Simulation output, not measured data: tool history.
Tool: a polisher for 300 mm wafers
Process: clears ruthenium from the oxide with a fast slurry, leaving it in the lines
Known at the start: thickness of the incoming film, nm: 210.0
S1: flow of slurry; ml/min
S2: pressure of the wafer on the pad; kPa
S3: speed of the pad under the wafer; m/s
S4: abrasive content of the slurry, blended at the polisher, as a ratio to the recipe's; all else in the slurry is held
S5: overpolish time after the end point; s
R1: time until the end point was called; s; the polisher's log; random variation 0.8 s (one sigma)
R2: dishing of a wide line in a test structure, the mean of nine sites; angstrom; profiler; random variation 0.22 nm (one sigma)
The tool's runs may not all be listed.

Run 1, hour 0: S1 130 ml/min, S2 20.7 kPa, S3 0.78 m/s, S4 1, S5 13 s. Result: R1 48.164 s, R2 269.77 angstrom.
Run 2, hour 8.3: S1 130 ml/min, S2 20.7 kPa, S3 0.78 m/s, S4 1, S5 10 s. Result: R1 48.032 s, R2 234.97 angstrom.
Run 3, hour 11.4: S1 130 ml/min, S2 19.3 kPa, S3 0.78 m/s, S4 1, S5 10 s. Result: R1 52.008 s, R2 222.32 angstrom.
Run 4, hour 14.2: S1 130 ml/min, S2 19.3 kPa, S3 0.66 m/s, S4 1, S5 10 s. Result: R1 60.317 s, R2 203.56 angstrom.
Run 5, hour 16.9: S1 130 ml/min, S2 19.3 kPa, S3 0.84 m/s, S4 1, S5 10 s. Result: R1 46.907 s, R2 235.04 angstrom.
Run 6, hour 22.2: S1 130 ml/min, S2 16.5 kPa, S3 0.84 m/s, S4 1, S5 10 s. Result: R1 55.348 s, R2 211.29 angstrom.

Forecast run 7:
Run 7, hour 29.2: S1 130 ml/min, S2 16.5 kPa, S3 0.84 m/s, S4 1, S5 10 s. Result: R1 ?, R2 ?.

R1: 57.185 s
R2: 212.52 angstrom
